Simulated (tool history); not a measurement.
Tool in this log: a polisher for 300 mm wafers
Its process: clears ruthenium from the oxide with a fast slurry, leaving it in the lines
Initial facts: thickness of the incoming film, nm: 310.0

run	hour	flow of slurry (ml/min)	pressure of the wafer on the pad (psi)	speed of the pad under the wafer (cm/s)	abrasive content of the slurry	overpolish time after the end point (s)	time until the end point was called (s)	dishing of a wide line in a test structure (nm)
1	0	250	2.5	120	1	10	72.248	34.934
2	6.7	250	2.3	120	1	10	76.815	32.214
3	15.6	250	2.3	142	1	10	67.935	37.634
4	18.5	250	2	140	1	10	78.312	32.108
5	25	195	2	140	1	10	82.455	31.739
6	33.6	190	1.9	140	1	10	85.135	30.072
7	40.8	190	1.8	140	1	10	87.991	28.112
8	48.2	185	1.7	140	1	10	95.254	26.494
9	50.4	185	1.6	140	1	10	103.75	26.782

Run 10, settings as shown, results not yet in. Your forecast:
10	57	185	1.5	140	1	10	?	?

Run 10 yielded time until the end point was called (s) 104.73, dishing of a wide line in a test structure (nm) 24.866.
